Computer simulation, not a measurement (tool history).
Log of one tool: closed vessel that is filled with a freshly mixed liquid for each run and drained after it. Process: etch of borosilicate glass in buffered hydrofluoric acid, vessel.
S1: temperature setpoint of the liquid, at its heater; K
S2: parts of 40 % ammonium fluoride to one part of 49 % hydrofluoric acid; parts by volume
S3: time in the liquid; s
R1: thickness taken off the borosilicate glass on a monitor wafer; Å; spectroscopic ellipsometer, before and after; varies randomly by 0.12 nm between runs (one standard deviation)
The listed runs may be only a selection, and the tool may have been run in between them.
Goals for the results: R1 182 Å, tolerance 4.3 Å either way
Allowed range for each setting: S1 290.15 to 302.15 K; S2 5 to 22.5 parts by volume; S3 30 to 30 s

| run | hour | S1 | S2 | S3 | R1 |
|---|---|---|---|---|---|
| 1 | 0 | 294.15 | 13.5 | 30 | 209.85 |
| 2 | 1.9 | 294.15 | 10.5 | 30 | 271.77 |
| 3 | 4.7 | 294.15 | 10.5 | 30 | 270.05 |
| 4 | 13.8 | 294.15 | 10.5 | 30 | 270.14 |
| 5 | 14.7 | 294.15 | 10.5 | 30 | 269.53 |
| 6 | 23.9 | 292.15 | 10.5 | 30 | 240.74 |
| 7 | 27.1 | 291.65 | 11 | 30 | 223.52 |
| 8 | 34.8 | 291.15 | 11.5 | 30 | 208.68 |
|  | 44.1 | thermometer replaced |
| 9 | 44.1 | 290.65 | 12 | 30 | 217.82 |
| 10 | 46.8 | 290.15 | 16 | 30 | 159.78 |
| 11 | 55 | 290.65 | 16 | 30 | 165 |
| 12 | 64.2 | 291.15 | 16 | 30 | 168.53 |
| 13 | 72.4 | 291.65 | 16 | 30 | 173.05 |

Which one of the following 4 next-run settings gets every result inside its allowed miss? There is exactly one.
| A | 80.6 | 293.15 | 16.5 | 30 | ? |
| B | 80.6 | 290.15 | 14.5 | 30 | ? |
| C | 80.6 | 292.65 | 17 | 30 | ? |
| D | 80.6 | 290.65 | 15.5 | 30 | ? |

| move | R1 |
|---|---|
| A | 183.11 |
| B | 176.27 |
| C | 172.93 |
| D | 169.64 |
A: each result inside its tolerance
B: gains on the last run, yet a result remains outside its allowed miss
C: no nearer and no further than the last run
D: misses by more than the last run did
Move A is the one to make.
